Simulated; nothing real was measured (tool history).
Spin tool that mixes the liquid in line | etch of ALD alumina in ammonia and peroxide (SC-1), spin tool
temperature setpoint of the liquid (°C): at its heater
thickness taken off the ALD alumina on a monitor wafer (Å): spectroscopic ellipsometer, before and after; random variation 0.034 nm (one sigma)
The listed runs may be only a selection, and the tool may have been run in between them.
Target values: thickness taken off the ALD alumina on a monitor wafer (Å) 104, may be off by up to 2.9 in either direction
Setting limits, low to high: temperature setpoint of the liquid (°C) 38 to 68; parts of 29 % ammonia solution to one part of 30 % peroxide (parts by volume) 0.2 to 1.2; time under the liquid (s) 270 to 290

run,hour,temperature setpoint of the liquid (°C),parts of 29 % ammonia solution to one part of 30 % peroxide (parts by volume),time under the liquid (s),thickness taken off the ALD alumina on a monitor wafer (Å)
1,0,52,0.85,270,159.04
2,1,50.5,0.85,270,147.94
3,9.8,50.5,0.85,290,158.17
4,11.3,50.5,0.6,290,152.59
5,17.6,50.5,0.6,270,142.47
6,24.9,50.5,0.45,270,138.55
7,33.8,49.5,0.45,270,131.59
8,37,48.5,0.45,270,124.19
9,41.8,48,0.45,270,120.58
10,44.7,47.5,0.45,270,117.32
11,45.7,47,0.45,270,115.08
12,46.3,44.5,0.45,270,99.23

Pick the move, out of 5, that brings all results within their allowed miss; only one does.
A,46.9,43.5,0.4,270,?
B,46.9,43,0.5,270,?
C,46.9,43.5,0.45,275,?
D,46.9,43,0.45,280,?
E,46.9,46.5,0.25,270,?

move,thickness taken off the ALD alumina on a monitor wafer (Å)
A,92.766
B,92.069
C,95.552
D,94.524
E,105.23
A: lands further from the targets than the last run did
B: lands further from the targets than the last run did
C: lands further from the targets than the last run did
D: lands further from the targets than the last run did
E: all results land within tolerance of their targets
Go with E: it meets all targets.
